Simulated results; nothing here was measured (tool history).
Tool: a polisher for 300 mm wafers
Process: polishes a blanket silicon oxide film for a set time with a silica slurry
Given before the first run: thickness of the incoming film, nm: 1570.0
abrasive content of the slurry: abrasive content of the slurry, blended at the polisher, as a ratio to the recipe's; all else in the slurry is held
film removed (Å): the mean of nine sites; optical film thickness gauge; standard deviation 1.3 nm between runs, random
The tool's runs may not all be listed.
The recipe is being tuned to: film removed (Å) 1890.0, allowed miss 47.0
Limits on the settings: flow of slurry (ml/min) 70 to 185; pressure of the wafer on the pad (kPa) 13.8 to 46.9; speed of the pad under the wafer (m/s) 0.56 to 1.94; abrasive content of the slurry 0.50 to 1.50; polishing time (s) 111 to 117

run	hour	flow of slurry (ml/min)	pressure of the wafer on the pad (kPa)	speed of the pad under the wafer (m/s)	abrasive content of the slurry	polishing time (s)	film removed (Å)
1	0.0	120	30.3	1.24	1.00	111	3623.0
2	1.2	115	27.6	1.22	1.00	111	3248.4
3	6.6	115	27.6	1.22	1.15	111	3540.5
4	9.9	110	25.5	1.18	1.15	111	3118.9
5	14.7	110	22.1	1.18	1.15	111	2747.3
6	19.4	110	22.1	1.04	1.15	111	2499.6
7	23.3	105	21.4	1.04	1.15	111	2387.9
8	31.4	100	20.7	1.04	1.15	111	2264.2
9	34.4	95	20.7	1.04	1.15	111	2234.8
10	42.4	75	15.9	1.04	1.15	111	1619.2
11	43.1	80	15.9	1.04	1.15	111	1686.0
12	51.4	85	15.9	1.04	1.15	111	1694.2
13	52.7	90	15.9	1.04	1.15	111	1740.4
14	59.4	95	15.9	1.04	1.15	111	1727.4
15	65.6	100	15.9	1.04	1.15	111	1767.7

Below are 4 possible settings for the next run. Only one of them brings all results inside the allowed miss of their targets. Which is it?
A	71.8	115	15.2	1.08	1.00	111	?
B	71.8	125	14.5	1.02	1.10	111	?
C	71.8	75	18.6	0.76	1.40	117	?
D	71.8	75	14.5	1.48	1.05	112	?

move	film removed (Å)
A	1647.4
B	1631.0
C	1698.4
D	1871.7
A: misses by more than the last run did
B: misses by more than the last run did
C: misses by more than the last run did
D: in spec on every target
Move D is the one to make.
